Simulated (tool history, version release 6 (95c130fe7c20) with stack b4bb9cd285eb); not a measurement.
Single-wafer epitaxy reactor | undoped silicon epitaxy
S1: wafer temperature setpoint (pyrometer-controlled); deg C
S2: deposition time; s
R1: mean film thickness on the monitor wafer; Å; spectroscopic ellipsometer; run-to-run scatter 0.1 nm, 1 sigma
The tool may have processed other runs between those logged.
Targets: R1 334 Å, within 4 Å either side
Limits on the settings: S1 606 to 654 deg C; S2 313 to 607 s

run    day   S1   S2      R1
  1      0  630  460  554.71
  2  0.075  624  460  479.92
  3  0.258  620  460  428.37
  4   0.55  617  460  395.84
  5  0.833  615  460  375.17
  6  1.038  615  521   427.3
  7  1.142  606  498  318.85
  8  1.388  607  498  328.05
  9  1.492  607  498  327.39

5 candidate next runs follow, results not yet known. Just one meets every target within its allowed miss. Identify it.
  A  1.596  608  483   ?
  B  1.596  607  492   ?
  C  1.596  606  520   ?
  D  1.596  608  469   ?
  E  1.596  608  481   ?

move      R1
   A  326.63
   B  323.76
   C  332.96
   D  317.16
   E  325.27
A: the biggest miss grows against the last run
B: the biggest miss grows against the last run
C: hits every target within its allowed miss
D: the biggest miss grows against the last run
E: the biggest miss grows against the last run
Answer: C
